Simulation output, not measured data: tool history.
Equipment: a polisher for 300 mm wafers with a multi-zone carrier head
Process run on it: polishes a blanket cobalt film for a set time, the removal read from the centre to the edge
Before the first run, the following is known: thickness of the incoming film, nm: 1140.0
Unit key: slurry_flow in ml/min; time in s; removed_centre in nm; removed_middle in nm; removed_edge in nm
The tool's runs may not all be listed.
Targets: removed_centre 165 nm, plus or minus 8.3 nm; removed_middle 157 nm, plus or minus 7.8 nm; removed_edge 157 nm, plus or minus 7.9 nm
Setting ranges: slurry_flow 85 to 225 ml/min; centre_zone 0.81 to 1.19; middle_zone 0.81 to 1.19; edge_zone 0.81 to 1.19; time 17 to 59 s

run 1 hour=0 | slurry_flow=145 centre_zone=1 middle_zone=1 edge_zone=1 time=38 | removed_centre=226.1 removed_middle=228.78 removed_edge=231.37
run 2 hour=5.6 | slurry_flow=125 centre_zone=1 middle_zone=1 edge_zone=1 time=38 | removed_centre=223 removed_middle=227.01 removed_edge=235.05
run 3 hour=8.7 | slurry_flow=125 centre_zone=1 middle_zone=1 edge_zone=1 time=34 | removed_centre=200.12 removed_middle=200.2 removed_edge=208.53
run 4 hour=15.9 | slurry_flow=125 centre_zone=1 middle_zone=1 edge_zone=1.07 time=34 | removed_centre=206.23 removed_middle=197.45 removed_edge=214.71
run 5 hour=20.6 | slurry_flow=125 centre_zone=1.03 middle_zone=1 edge_zone=1.07 time=34 | removed_centre=206.69 removed_middle=198.25 removed_edge=212.7
run 6 hour=22.5 | slurry_flow=125 centre_zone=1.03 middle_zone=1 edge_zone=1.04 time=34 | removed_centre=210.73 removed_middle=200.54 removed_edge=206.76
run 7 hour=25.9 | slurry_flow=125 centre_zone=1.03 middle_zone=1 edge_zone=1.03 time=32 | removed_centre=201.7 removed_middle=187.87 removed_edge=190.97
run 8 hour=34.2 | slurry_flow=125 centre_zone=1.01 middle_zone=0.99 edge_zone=1.01 time=31 | removed_centre=186.03 removed_middle=180.52 removed_edge=186.06
run 9 hour=35.7 | slurry_flow=125 centre_zone=1.01 middle_zone=0.98 edge_zone=0.99 time=30 | removed_centre=175.32 removed_middle=173.22 removed_edge=180.34
run 10 hour=36.4 | slurry_flow=125 centre_zone=1.02 middle_zone=0.97 edge_zone=0.97 time=29 | removed_centre=177.63 removed_middle=166.94 removed_edge=170.16
run 11 hour=39.7 | slurry_flow=125 centre_zone=1.02 middle_zone=0.97 edge_zone=0.96 time=29 | removed_centre=180.53 removed_middle=166.1 removed_edge=171.95

Exactly one of the 5 candidate moves below puts every result within its allowed miss. Which one?
run A hour=43 | slurry_flow=100 centre_zone=1.08 middle_zone=1.14 edge_zone=0.88 time=28 | removed_centre=? removed_middle=? removed_edge=?
run B hour=43 | slurry_flow=145 centre_zone=0.91 middle_zone=1.04 edge_zone=1.01 time=31 | removed_centre=? removed_middle=? removed_edge=?
run C hour=43 | slurry_flow=140 centre_zone=1.12 middle_zone=0.86 edge_zone=1.01 time=26 | removed_centre=? removed_middle=? removed_edge=?
run D hour=43 | slurry_flow=135 centre_zone=1.07 middle_zone=0.89 edge_zone=0.98 time=29 | removed_centre=? removed_middle=? removed_edge=?
run E hour=43 | slurry_flow=155 centre_zone=0.97 middle_zone=0.94 edge_zone=0.87 time=27 | removed_centre=? removed_middle=? removed_edge=?

move=A removed_centre=171.43 removed_middle=175.13 removed_edge=152.16
move=B removed_centre=172.31 removed_middle=191.9 removed_edge=188.65
move=C removed_centre=176.77 removed_middle=136.35 removed_edge=157.95
move=D removed_centre=187.05 removed_middle=155.54 removed_edge=172.81
move=E removed_centre=161.87 removed_middle=155.11 removed_edge=154.6
A: brings the last run's worst result on target, with another outside its allowed miss
B: its largest miss is bigger than the last run's
C: brings the last run's worst result on target, with another outside its allowed miss
D: its largest miss is bigger than the last run's
E: every result within its allowed miss
E meets every target.
